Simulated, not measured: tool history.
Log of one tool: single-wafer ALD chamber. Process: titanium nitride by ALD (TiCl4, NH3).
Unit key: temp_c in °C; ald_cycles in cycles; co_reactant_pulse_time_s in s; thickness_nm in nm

{"run": 1, "day": 0.0, "temp_c": 405, "ald_cycles": 127, "co_reactant_pulse_time_s": 1.75, "thickness_nm": 2.6741}
{"run": 2, "day": 0.333, "temp_c": 398, "ald_cycles": 127, "co_reactant_pulse_time_s": 1.75, "thickness_nm": 2.6658}
{"run": 3, "day": 0.438, "temp_c": 398, "ald_cycles": 127, "co_reactant_pulse_time_s": 1.75, "thickness_nm": 2.6799}
{"run": 4, "day": 0.529, "temp_c": 392, "ald_cycles": 127, "co_reactant_pulse_time_s": 1.75, "thickness_nm": 2.6492}
{"run": 5, "day": 0.808, "temp_c": 387, "ald_cycles": 127, "co_reactant_pulse_time_s": 1.75, "thickness_nm": 2.6493}
{"run": 6, "day": 1.188, "temp_c": 386, "ald_cycles": 127, "co_reactant_pulse_time_s": 1.59, "thickness_nm": 2.6314}
{"run": 7, "day": 1.229, "temp_c": 385, "ald_cycles": 127, "co_reactant_pulse_time_s": 1.45, "thickness_nm": 2.6114}
{"run": 8, "day": 1.346, "temp_c": 384, "ald_cycles": 127, "co_reactant_pulse_time_s": 1.33, "thickness_nm": 2.5886}
{"run": 9, "day": 1.6, "temp_c": 384, "ald_cycles": 127, "co_reactant_pulse_time_s": 1.24, "thickness_nm": 2.5606}
{"run": 10, "day": 1.938, "temp_c": 381, "ald_cycles": 127, "co_reactant_pulse_time_s": 0.68, "thickness_nm": 2.3274}
{"run": 11, "day": 2.108, "temp_c": 381, "ald_cycles": 128, "co_reactant_pulse_time_s": 0.71, "thickness_nm": 2.3577}
{"run": 12, "day": 2.421, "temp_c": 381, "ald_cycles": 128, "co_reactant_pulse_time_s": 0.74, "thickness_nm": 2.3945}
{"run": 13, "day": 2.5, "temp_c": 383, "ald_cycles": 131, "co_reactant_pulse_time_s": 1.14, "thickness_nm": 2.6154}

Estimate the outcome of run 14 from the log above:
{"run": 14, "day": 2.879, "temp_c": 383, "ald_cycles": 130, "co_reactant_pulse_time_s": 1.14, "thickness_nm": "?"}

thickness_nm: 2.5981 nm
